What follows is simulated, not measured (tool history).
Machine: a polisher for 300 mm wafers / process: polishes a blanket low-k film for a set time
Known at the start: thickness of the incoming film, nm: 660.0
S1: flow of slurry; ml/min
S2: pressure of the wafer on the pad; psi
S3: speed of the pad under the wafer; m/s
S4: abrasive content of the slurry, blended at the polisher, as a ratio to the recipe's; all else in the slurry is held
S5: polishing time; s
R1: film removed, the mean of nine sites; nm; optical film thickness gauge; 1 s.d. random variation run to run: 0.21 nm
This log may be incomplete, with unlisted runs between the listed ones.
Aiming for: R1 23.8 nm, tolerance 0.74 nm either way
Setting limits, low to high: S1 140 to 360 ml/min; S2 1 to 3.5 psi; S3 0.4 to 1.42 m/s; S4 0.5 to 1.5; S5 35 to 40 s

run  hour   S1   S2   S3  S4  S5      R1
  1     0  230  2.2  0.9   1  40   18.73
  2     5  235  2.4  0.9   1  40   20.64
  3  11.6  290  2.4  0.9   1  40   20.82
  4    18  290  2.1  0.9   1  40  18.318
  5  22.5  290  2.3  0.9   1  40  19.895
  6  28.2  290  2.3  0.9   1  35  17.455
  7  32.5  290  2.5  0.9   1  35  18.719
  8  35.1  290  2.7  0.9   1  35  20.352
  9  35.8  290  2.8  0.9   1  35  20.717

5 next moves are on the table. One of them brings every result within its allowed miss. Which?
  A  36.5  280  2.5  0.84  0.95  36   ?
  B  36.5  320  2.9  0.98   1.1  35   ?
  C  36.5  280  2.9  0.96     1  40   ?
  D  36.5  165  3.4  0.64  0.85  36   ?
  E  36.5  265  2.7  0.96  1.25  40   ?

move      R1
   A  17.682
   B  23.705
   C  25.416
   D   17.03
   E  25.884
A: moves away from the targets compared with the last run
B: hits every target within its allowed miss
C: takes the biggest miss from the last run beyond its target
D: moves away from the targets compared with the last run
E: takes the biggest miss from the last run beyond its target
Correct choice: B, which meets every target
